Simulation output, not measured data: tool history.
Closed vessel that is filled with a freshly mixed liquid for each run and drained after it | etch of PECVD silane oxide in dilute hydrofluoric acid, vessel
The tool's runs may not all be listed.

run    day  temperature setpoint of the liquid (°C)  parts of water to one part of 49 % hydrofluoric acid (parts by volume)  time in the liquid (s)  thickness taken off the PECVD silane oxide on a monitor wafer (Å)
  1      0                                       25                                                                     160                      95                                                             272.43
  2  0.358                                     26.5                                                                     160                      95                                                             290.01
  3  0.471                                     28.5                                                                     130                      95                                                             398.27
  4  0.671                                     28.5                                                                     105                      95                                                             513.01
  5  0.704                                     29.5                                                                     105                      95                                                             534.83
  6  0.871                                     30.5                                                                      95                      95                                                             616.33
  7  1.067                                       31                                                                      90                      95                                                             672.19

Run 8 is up next; what results do you expect?
  8  1.171                                     31.5                                                                      90                      95                                                                  ?

{"run 8": {"thickness taken off the PECVD silane oxide on a monitor wafer (Å)": 685.64}}

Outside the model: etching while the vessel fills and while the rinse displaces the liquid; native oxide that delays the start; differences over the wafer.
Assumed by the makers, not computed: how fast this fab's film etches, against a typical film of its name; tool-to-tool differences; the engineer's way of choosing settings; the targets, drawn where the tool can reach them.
